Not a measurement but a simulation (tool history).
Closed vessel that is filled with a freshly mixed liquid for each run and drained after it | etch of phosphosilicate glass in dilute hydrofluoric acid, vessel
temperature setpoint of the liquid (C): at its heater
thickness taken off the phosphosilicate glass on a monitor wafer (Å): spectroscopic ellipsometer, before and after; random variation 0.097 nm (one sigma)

run	hour	temperature setpoint of the liquid (C)	parts of water to one part of 49 % hydrofluoric acid (parts by volume)	time in the liquid (s)	thickness taken off the phosphosilicate glass on a monitor wafer (Å)
1	0.0	21.0	245	30	76.851
2	6.3	18.0	245	30	67.764
3	10.7	17.0	245	30	63.866
4	16.7	17.0	275	30	56.268
5	23.5	17.0	225	30	73.338
6	29.7	20.0	225	30	80.640
7	31.2	23.0	210	30	98.282
8	36.3	25.0	200	30	113.320
9	44.8	26.5	200	30	119.350
10	45.4	27.5	195	30	126.590
11	51.2	28.0	195	30	130.220

Forecast run 12:
12	57.1	28.5	195	30	?

thickness taken off the phosphosilicate glass on a monitor wafer (Å): 132.970
